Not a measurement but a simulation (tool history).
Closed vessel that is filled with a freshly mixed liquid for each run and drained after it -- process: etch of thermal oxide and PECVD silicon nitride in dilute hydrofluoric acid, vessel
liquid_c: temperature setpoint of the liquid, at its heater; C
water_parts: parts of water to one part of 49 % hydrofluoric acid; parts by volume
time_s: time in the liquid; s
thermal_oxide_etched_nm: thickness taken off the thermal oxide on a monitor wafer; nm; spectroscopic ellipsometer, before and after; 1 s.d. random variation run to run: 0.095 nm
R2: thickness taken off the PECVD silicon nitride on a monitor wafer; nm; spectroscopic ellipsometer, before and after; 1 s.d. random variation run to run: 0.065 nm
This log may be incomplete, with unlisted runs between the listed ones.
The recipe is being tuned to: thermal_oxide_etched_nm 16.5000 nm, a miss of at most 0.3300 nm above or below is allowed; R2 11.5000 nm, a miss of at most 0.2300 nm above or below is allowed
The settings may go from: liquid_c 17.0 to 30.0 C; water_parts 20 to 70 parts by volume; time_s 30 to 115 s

{"run": 1, "hour": 0.0, "liquid_c": 22.0, "water_parts": 40, "time_s": 60, "thermal_oxide_etched_nm": 7.8216, "R2": 5.3987}
{"run": 2, "hour": 6.3, "liquid_c": 22.5, "water_parts": 35, "time_s": 60, "thermal_oxide_etched_nm": 9.2622, "R2": 6.3142}
{"run": 3, "hour": 9.6, "liquid_c": 22.5, "water_parts": 20, "time_s": 60, "thermal_oxide_etched_nm": 16.571, "R2": 10.866}
{"run": 4, "hour": 16.4, "liquid_c": 23.0, "water_parts": 20, "time_s": 60, "thermal_oxide_etched_nm": 16.889, "R2": 11.202}
{"run": 5, "hour": 21.4, "liquid_c": 21.0, "water_parts": 20, "time_s": 60, "thermal_oxide_etched_nm": 15.581, "R2": 9.6825}
{"hour": 29.3, "done": "thermometer replaced"}
{"run": 6, "hour": 29.3, "liquid_c": 21.0, "water_parts": 20, "time_s": 75, "thermal_oxide_etched_nm": 17.559, "R2": 10.213}
{"run": 7, "hour": 31.1, "liquid_c": 21.5, "water_parts": 20, "time_s": 75, "thermal_oxide_etched_nm": 18.083, "R2": 10.745}
{"run": 8, "hour": 33.6, "liquid_c": 22.0, "water_parts": 20, "time_s": 75, "thermal_oxide_etched_nm": 18.371, "R2": 11.029}
{"run": 9, "hour": 38.6, "liquid_c": 22.5, "water_parts": 20, "time_s": 75, "thermal_oxide_etched_nm": 18.802, "R2": 11.538}
{"run": 10, "hour": 44.2, "liquid_c": 23.0, "water_parts": 20, "time_s": 75, "thermal_oxide_etched_nm": 19.134, "R2": 11.754}
{"run": 11, "hour": 49.6, "liquid_c": 23.5, "water_parts": 20, "time_s": 75, "thermal_oxide_etched_nm": 19.521, "R2": 12.258}
{"run": 12, "hour": 58.7, "liquid_c": 24.0, "water_parts": 20, "time_s": 75, "thermal_oxide_etched_nm": 19.817, "R2": 12.625}
{"run": 13, "hour": 62.5, "liquid_c": 25.0, "water_parts": 20, "time_s": 70, "thermal_oxide_etched_nm": 19.651, "R2": 12.64}
{"run": 14, "hour": 67.5, "liquid_c": 25.5, "water_parts": 20, "time_s": 70, "thermal_oxide_etched_nm": 19.63, "R2": 12.943}
{"run": 15, "hour": 73.7, "liquid_c": 26.0, "water_parts": 20, "time_s": 65, "thermal_oxide_etched_nm": 18.786, "R2": 12.647}
{"run": 16, "hour": 81.7, "liquid_c": 26.5, "water_parts": 20, "time_s": 60, "thermal_oxide_etched_nm": 17.774, "R2": 12.047}
{"run": 17, "hour": 87.3, "liquid_c": 27.0, "water_parts": 20, "time_s": 60, "thermal_oxide_etched_nm": 18.012, "R2": 12.417}

Pick the move, out of 5, that brings all results within their allowed miss; only one does.
{"run": "A", "hour": 92.9, "liquid_c": 28.0, "water_parts": 20, "time_s": 55, "thermal_oxide_etched_nm": "?", "R2": "?"}
{"run": "B", "hour": 92.9, "liquid_c": 24.0, "water_parts": 30, "time_s": 100, "thermal_oxide_etched_nm": "?", "R2": "?"}
{"run": "C", "hour": 92.9, "liquid_c": 26.5, "water_parts": 30, "time_s": 85, "thermal_oxide_etched_nm": "?", "R2": "?"}
{"run": "D", "hour": 92.9, "liquid_c": 26.0, "water_parts": 35, "time_s": 105, "thermal_oxide_etched_nm": "?", "R2": "?"}
{"run": "E", "hour": 92.9, "liquid_c": 28.5, "water_parts": 25, "time_s": 65, "thermal_oxide_etched_nm": "?", "R2": "?"}

move=A thermal_oxide_etched_nm=17.3020 R2=12.1600
move=B thermal_oxide_etched_nm=17.5160 R2=11.4340
move=C thermal_oxide_etched_nm=16.5140 R2=11.5060
move=D thermal_oxide_etched_nm=17.0080 R2=11.8340
move=E thermal_oxide_etched_nm=16.5680 R2=11.9910
A: closes in on the targets versus the last run, not all within tolerance yet
B: closes in on the targets versus the last run, not all within tolerance yet
C: every result within its allowed miss
D: closes in on the targets versus the last run, not all within tolerance yet
E: the furthest-off result lands on target, but another misses its tolerance
Move C is the one to make.

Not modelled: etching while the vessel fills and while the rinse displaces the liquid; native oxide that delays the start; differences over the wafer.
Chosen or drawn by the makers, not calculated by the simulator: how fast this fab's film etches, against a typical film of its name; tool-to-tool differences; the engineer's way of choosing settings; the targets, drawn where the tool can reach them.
